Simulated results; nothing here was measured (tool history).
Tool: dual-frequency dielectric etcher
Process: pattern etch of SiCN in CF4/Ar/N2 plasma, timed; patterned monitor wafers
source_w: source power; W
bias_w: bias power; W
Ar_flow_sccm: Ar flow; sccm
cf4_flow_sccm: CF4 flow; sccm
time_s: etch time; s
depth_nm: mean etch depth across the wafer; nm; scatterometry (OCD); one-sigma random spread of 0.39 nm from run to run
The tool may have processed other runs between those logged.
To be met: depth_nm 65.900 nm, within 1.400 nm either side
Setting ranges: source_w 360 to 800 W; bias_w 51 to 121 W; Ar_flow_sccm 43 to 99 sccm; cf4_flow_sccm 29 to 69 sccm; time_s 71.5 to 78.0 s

run,hour,source_w,bias_w,Ar_flow_sccm,cf4_flow_sccm,time_s,depth_nm
1,0.0,580,86,71,49,78.0,90.071
2,1.4,580,92,71,49,78.0,92.369
3,6.2,520,91,71,49,78.0,82.284
4,10.4,520,91,71,52,78.0,83.232
5,14.8,520,91,71,52,78.0,83.931
6,20.9,520,91,71,52,78.0,82.782
7,25.8,490,91,71,52,78.0,78.121
8,31.1,470,91,71,52,78.0,75.155
9,37.0,450,91,71,52,78.0,70.720
10,45.0,440,91,71,52,78.0,69.233
11,52.6,430,91,71,52,78.0,67.491

Consider the 4 candidate settings below. Which is the only one whose results all fall within their allowed miss of target?
A,60.2,440,79,50,47,77.5,?
B,60.2,440,97,75,50,77.0,?
C,60.2,490,80,52,53,71.5,?
D,60.2,430,92,62,60,76.5,?

move,depth_nm
A,65.906
B,69.449
C,69.827
D,68.882
A: in spec on every target
B: moves away from the targets compared with the last run
C: moves away from the targets compared with the last run
D: moves away from the targets compared with the last run
Go with A: it meets all targets.
